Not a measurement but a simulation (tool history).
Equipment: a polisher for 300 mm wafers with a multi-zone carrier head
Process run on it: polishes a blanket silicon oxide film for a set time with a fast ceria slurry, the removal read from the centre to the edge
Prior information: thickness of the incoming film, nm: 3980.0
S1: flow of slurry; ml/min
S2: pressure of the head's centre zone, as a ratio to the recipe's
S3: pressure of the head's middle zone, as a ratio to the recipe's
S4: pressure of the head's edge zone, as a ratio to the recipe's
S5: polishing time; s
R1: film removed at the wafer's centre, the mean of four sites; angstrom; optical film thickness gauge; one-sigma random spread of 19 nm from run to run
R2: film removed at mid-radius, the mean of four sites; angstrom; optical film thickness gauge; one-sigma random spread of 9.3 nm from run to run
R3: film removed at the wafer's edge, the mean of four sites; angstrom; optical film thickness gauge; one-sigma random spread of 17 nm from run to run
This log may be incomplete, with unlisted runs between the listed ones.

Run 1, hour 0.0: S1 140 ml/min, S2 1.00, S3 1.00, S4 1.00, S5 61 s. Result: R1 10892 angstrom, R2 10494 angstrom, R3 10904 angstrom.
Run 2, hour 7.1: S1 150 ml/min, S2 1.02, S3 1.03, S4 1.03, S5 62 s. Result: R1 11577 angstrom, R2 11045 angstrom, R3 11055 angstrom.
Run 3, hour 13.4: S1 150 ml/min, S2 1.08, S3 1.03, S4 1.03, S5 62 s. Result: R1 12125 angstrom, R2 11004 angstrom, R3 11165 angstrom.
Run 4, hour 17.9: S1 155 ml/min, S2 1.07, S3 1.04, S4 1.05, S5 64 s. Result: R1 12740 angstrom, R2 11505 angstrom, R3 11516 angstrom.
Run 5, hour 18.5: S1 155 ml/min, S2 1.07, S3 1.11, S4 1.05, S5 64 s. Result: R1 12383 angstrom, R2 12163 angstrom, R3 11617 angstrom.
Run 6, hour 23.6: S1 155 ml/min, S2 1.11, S3 1.11, S4 1.05, S5 64 s. Result: R1 13155 angstrom, R2 12255 angstrom, R3 11650 angstrom.
Run 7, hour 32.5: S1 160 ml/min, S2 1.10, S3 1.11, S4 1.07, S5 65 s. Result: R1 13529 angstrom, R2 12443 angstrom, R3 11901 angstrom.
Run 8, hour 33.3: S1 160 ml/min, S2 1.08, S3 1.11, S4 1.09, S5 66 s. Result: R1 13041 angstrom, R2 12590 angstrom, R3 12259 angstrom.

Run 9, settings as shown, results not yet in. Your forecast:
Run 9, hour 37.5: S1 170 ml/min, S2 1.08, S3 1.11, S4 1.11, S5 67 s. Result: R1 ?, R2 ?, R3 ?.

R1: 13431 angstrom
R2: 12933 angstrom
R3: 12619 angstrom

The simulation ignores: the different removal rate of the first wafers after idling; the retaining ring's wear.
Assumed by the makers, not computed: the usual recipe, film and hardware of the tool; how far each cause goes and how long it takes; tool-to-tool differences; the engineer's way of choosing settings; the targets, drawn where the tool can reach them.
